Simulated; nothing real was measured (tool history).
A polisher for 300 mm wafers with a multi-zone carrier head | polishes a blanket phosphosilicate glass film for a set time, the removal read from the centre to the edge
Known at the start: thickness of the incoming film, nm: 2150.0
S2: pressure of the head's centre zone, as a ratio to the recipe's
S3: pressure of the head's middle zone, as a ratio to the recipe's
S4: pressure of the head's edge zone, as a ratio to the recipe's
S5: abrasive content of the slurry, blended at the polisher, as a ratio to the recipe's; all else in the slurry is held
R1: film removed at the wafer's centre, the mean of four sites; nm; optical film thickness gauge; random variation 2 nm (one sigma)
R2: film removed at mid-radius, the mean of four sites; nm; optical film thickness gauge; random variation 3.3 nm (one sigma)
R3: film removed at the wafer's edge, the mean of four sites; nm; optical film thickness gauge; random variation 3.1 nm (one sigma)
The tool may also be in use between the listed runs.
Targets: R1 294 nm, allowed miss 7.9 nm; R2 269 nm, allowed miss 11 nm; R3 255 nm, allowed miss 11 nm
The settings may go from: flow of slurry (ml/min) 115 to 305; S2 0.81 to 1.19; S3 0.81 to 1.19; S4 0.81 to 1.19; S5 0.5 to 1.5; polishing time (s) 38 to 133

{"run": 1, "hour": 0.0, "flow of slurry (ml/min)": 195, "S2": 1, "S3": 1, "S4": 1, "S5": 1, "polishing time (s)": 85, "R1": 426.18, "R2": 415.87, "R3": 427.13}
{"run": 2, "hour": 1.3, "flow of slurry (ml/min)": 195, "S2": 1.01, "S3": 1, "S4": 0.98, "S5": 0.95, "polishing time (s)": 83, "R1": 407.2, "R2": 393.54, "R3": 405.31}
{"run": 3, "hour": 8.3, "flow of slurry (ml/min)": 160, "S2": 1.01, "S3": 1, "S4": 0.98, "S5": 0.95, "polishing time (s)": 83, "R1": 392.52, "R2": 376.21, "R3": 396.08}
{"run": 4, "hour": 13.4, "flow of slurry (ml/min)": 140, "S2": 1.01, "S3": 1, "S4": 0.98, "S5": 0.95, "polishing time (s)": 83, "R1": 381.68, "R2": 371.47, "R3": 376.81}
{"run": 5, "hour": 14.2, "flow of slurry (ml/min)": 140, "S2": 1.04, "S3": 1, "S4": 0.98, "S5": 0.95, "polishing time (s)": 83, "R1": 392.1, "R2": 362.77, "R3": 380.7}
{"run": 6, "hour": 17.5, "flow of slurry (ml/min)": 140, "S2": 1.12, "S3": 1, "S4": 0.98, "S5": 0.95, "polishing time (s)": 83, "R1": 422.45, "R2": 371.75, "R3": 389.36}
{"run": 7, "hour": 25.7, "flow of slurry (ml/min)": 140, "S2": 1.12, "S3": 1, "S4": 0.96, "S5": 0.9, "polishing time (s)": 82, "R1": 411.91, "R2": 352.12, "R3": 364.63}
{"run": 8, "hour": 32.8, "flow of slurry (ml/min)": 165, "S2": 1.02, "S3": 1.02, "S4": 0.86, "S5": 0.65, "polishing time (s)": 77, "R1": 299.87, "R2": 290.3, "R3": 284.46}
{"run": 9, "hour": 35.2, "flow of slurry (ml/min)": 160, "S2": 1.03, "S3": 1.02, "S4": 0.85, "S5": 0.65, "polishing time (s)": 77, "R1": 299.23, "R2": 284.29, "R3": 265.42}
{"run": 10, "hour": 39.0, "flow of slurry (ml/min)": 160, "S2": 1.03, "S3": 1.02, "S4": 0.85, "S5": 0.65, "polishing time (s)": 77, "R1": 299.62, "R2": 286.13, "R3": 276.24}
{"run": 11, "hour": 41.3, "flow of slurry (ml/min)": 155, "S2": 1.03, "S3": 1.02, "S4": 0.85, "S5": 0.65, "polishing time (s)": 77, "R1": 295.83, "R2": 286.72, "R3": 268.39}
{"run": 12, "hour": 48.9, "flow of slurry (ml/min)": 135, "S2": 1.06, "S3": 0.97, "S4": 0.81, "S5": 0.6, "polishing time (s)": 77, "R1": 276.57, "R2": 249.62, "R3": 247.1}
{"run": 13, "hour": 49.4, "flow of slurry (ml/min)": 180, "S2": 1.07, "S3": 1, "S4": 0.82, "S5": 0.6, "polishing time (s)": 77, "R1": 300.24, "R2": 268.9, "R3": 256.27}

5 next moves are on the table. One of them brings every result within its allowed miss. Which?
{"run": "A", "hour": 49.9, "flow of slurry (ml/min)": 155, "S2": 1.09, "S3": 0.93, "S4": 0.81, "S5": 0.9, "polishing time (s)": 63, "R1": "?", "R2": "?", "R3": "?"}
{"run": "B", "hour": 49.9, "flow of slurry (ml/min)": 260, "S2": 1.06, "S3": 1.01, "S4": 0.85, "S5": 0.55, "polishing time (s)": 76, "R1": "?", "R2": "?", "R3": "?"}
{"run": "C", "hour": 49.9, "flow of slurry (ml/min)": 175, "S2": 1.16, "S3": 0.98, "S4": 0.81, "S5": 0.65, "polishing time (s)": 72, "R1": "?", "R2": "?", "R3": "?"}
{"run": "D", "hour": 49.9, "flow of slurry (ml/min)": 125, "S2": 1.05, "S3": 1.06, "S4": 0.81, "S5": 0.7, "polishing time (s)": 76, "R1": "?", "R2": "?", "R3": "?"}
{"run": "E", "hour": 49.9, "flow of slurry (ml/min)": 185, "S2": 1.12, "S3": 0.98, "S4": 0.87, "S5": 0.65, "polishing time (s)": 72, "R1": "?", "R2": "?", "R3": "?"}

move=A R1=312.6 R2=258.13 R3=269.99
move=B R1=296.17 R2=266.88 R3=260.01
move=C R1=322.77 R2=260.6 R3=259.07
move=D R1=296.48 R2=285.65 R3=271.2
move=E R1=315.05 R2=263.23 R3=269.35
A: further off than the last run
B: meets every target
C: further off than the last run
D: brings the result that was furthest off to its target, and leaves another outside
E: further off than the last run
Move B is the one to make.
